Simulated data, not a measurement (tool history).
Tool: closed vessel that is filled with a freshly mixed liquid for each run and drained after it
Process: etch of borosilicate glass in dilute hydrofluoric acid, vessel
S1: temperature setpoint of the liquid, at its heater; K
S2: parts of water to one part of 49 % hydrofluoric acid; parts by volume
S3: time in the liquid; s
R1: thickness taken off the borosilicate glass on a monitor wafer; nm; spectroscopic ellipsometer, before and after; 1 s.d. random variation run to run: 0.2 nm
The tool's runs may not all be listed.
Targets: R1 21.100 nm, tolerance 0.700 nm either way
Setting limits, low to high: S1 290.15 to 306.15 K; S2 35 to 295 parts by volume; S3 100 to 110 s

run	day	S1	S2	S3	R1
1	0.000	298.15	165	100	24.237
2	0.050	297.65	165	100	24.043
3	0.079	297.65	165	110	26.028
4	0.104	297.65	165	110	26.211
5	0.329	297.15	165	110	25.556
6	0.692	296.65	165	110	24.886
7	0.888	296.15	165	110	25.018
8	0.917	295.65	165	110	24.388
9	1.079	295.15	165	110	24.083
10	1.192	294.65	165	110	23.696
11	1.429	294.15	165	110	22.623
12	1.462	293.15	165	110	22.189

Which one of the following 5 next-run settings gets every result inside its allowed miss? There is exactly one.
A	1.496	290.15	145	110	?
B	1.496	292.65	150	110	?
C	1.496	291.65	145	110	?
D	1.496	295.15	175	110	?
E	1.496	290.65	150	105	?

move	R1
A	22.557
B	24.011
C	23.981
D	22.115
E	21.141
A: misses by more than the last run did
B: misses by more than the last run did
C: misses by more than the last run did
D: an improvement on the last run, though not all results are within tolerance
E: meets every target
E is the move that brings every result within its allowed miss.

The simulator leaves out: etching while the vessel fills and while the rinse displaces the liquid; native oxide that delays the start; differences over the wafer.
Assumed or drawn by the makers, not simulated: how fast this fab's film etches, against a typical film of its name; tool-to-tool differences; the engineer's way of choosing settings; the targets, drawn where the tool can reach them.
